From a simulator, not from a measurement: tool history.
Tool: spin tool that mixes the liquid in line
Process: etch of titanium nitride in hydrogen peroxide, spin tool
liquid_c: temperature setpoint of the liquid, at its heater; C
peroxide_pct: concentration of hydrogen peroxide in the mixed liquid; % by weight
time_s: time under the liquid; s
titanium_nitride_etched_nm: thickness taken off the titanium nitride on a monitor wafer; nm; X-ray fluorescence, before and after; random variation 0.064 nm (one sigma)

run,hour,liquid_c,peroxide_pct,time_s,titanium_nitride_etched_nm
1,0,55,22,85,3.2251
2,4.1,55,20,85,3.1382
3,6.9,57.5,20,85,3.7257
4,11.7,61.5,20,85,4.9264
5,14.4,62.5,20,85,5.2573
# hour 23.2: new drum of peroxide connected
6,23.2,63.5,20,85,5.6225
7,27.9,64,20,85,5.9047

Run 8 comes next. What will it give?
8,32.2,64.5,20,85,?

titanium_nitride_etched_nm: 6.1322 nm
